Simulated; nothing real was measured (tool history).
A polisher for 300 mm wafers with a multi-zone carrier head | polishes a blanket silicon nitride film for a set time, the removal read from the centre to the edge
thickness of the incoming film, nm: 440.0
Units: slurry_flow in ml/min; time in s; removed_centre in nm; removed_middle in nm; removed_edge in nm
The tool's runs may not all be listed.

run 1 hour=0.0 | slurry_flow=165 centre_zone=1.00 middle_zone=1.00 edge_zone=1.00 time=31 | removed_centre=47.244 removed_middle=45.600 removed_edge=46.467
run 2 hour=2.1 | slurry_flow=150 centre_zone=1.00 middle_zone=1.00 edge_zone=1.00 time=31 | removed_centre=45.458 removed_middle=44.435 removed_edge=45.651
run 3 hour=5.2 | slurry_flow=150 centre_zone=1.00 middle_zone=1.00 edge_zone=1.00 time=35 | removed_centre=52.384 removed_middle=51.475 removed_edge=51.765
run 4 hour=8.6 | slurry_flow=150 centre_zone=1.00 middle_zone=0.92 edge_zone=1.00 time=35 | removed_centre=51.942 removed_middle=49.232 removed_edge=52.364
run 5 hour=10.9 | slurry_flow=150 centre_zone=1.00 middle_zone=0.92 edge_zone=0.92 time=35 | removed_centre=51.739 removed_middle=48.779 removed_edge=49.771
run 6 hour=15.8 | slurry_flow=150 centre_zone=1.00 middle_zone=0.99 edge_zone=0.92 time=35 | removed_centre=51.726 removed_middle=51.419 removed_edge=49.771

Run 7 comes next. What will it give?
run 7 hour=23.2 | slurry_flow=140 centre_zone=0.96 middle_zone=0.96 edge_zone=0.92 time=33 | removed_centre=? removed_middle=? removed_edge=?

Run 7 gave removed_centre 47.098 nm, removed_middle 45.713 nm, removed_edge 46.327 nm.
